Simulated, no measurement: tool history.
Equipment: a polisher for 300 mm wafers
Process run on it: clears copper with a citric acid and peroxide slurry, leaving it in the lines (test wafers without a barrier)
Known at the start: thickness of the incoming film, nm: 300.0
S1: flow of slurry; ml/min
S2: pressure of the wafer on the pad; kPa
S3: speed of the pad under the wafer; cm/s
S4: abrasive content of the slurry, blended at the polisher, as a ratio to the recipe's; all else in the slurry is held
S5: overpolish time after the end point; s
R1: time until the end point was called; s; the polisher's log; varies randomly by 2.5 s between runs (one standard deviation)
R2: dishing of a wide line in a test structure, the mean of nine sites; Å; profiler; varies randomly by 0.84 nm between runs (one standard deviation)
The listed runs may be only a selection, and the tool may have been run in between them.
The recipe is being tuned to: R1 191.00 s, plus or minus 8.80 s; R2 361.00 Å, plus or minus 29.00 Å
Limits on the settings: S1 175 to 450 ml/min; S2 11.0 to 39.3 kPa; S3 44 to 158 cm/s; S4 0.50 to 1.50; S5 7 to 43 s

run,day,S1,S2,S3,S4,S5,R1,R2
1,0.000,290,24.8,100,1.00,22,113.45,410.73
2,0.029,290,22.8,100,1.00,24,126.29,389.96
3,0.371,290,22.8,100,1.10,24,120.70,412.16
4,0.454,290,20.7,100,1.10,26,133.83,417.09
5,0.567,290,19.3,100,1.10,27,143.42,379.91
6,0.658,290,19.3,100,1.00,27,143.18,381.76
7,0.921,290,12.4,98,1.00,33,232.28,309.99
8,1.212,290,13.1,98,1.00,33,214.36,326.65
9,1.375,290,13.8,98,1.00,33,203.82,339.13

Which of these 4 next moves meets every target?
A,1.538,310,17.2,68,1.45,31,?,?
B,1.538,245,14.5,96,1.30,34,?,?
C,1.538,220,13.1,96,1.40,29,?,?
D,1.538,185,12.4,104,1.15,33,?,?

move,R1,R2
A,212.67,313.33
B,191.12,370.62
C,210.20,294.79
D,218.70,318.36
A: misses by more than the last run did
B: all results in spec
C: misses by more than the last run did
D: misses by more than the last run did
Move B is the one to make.
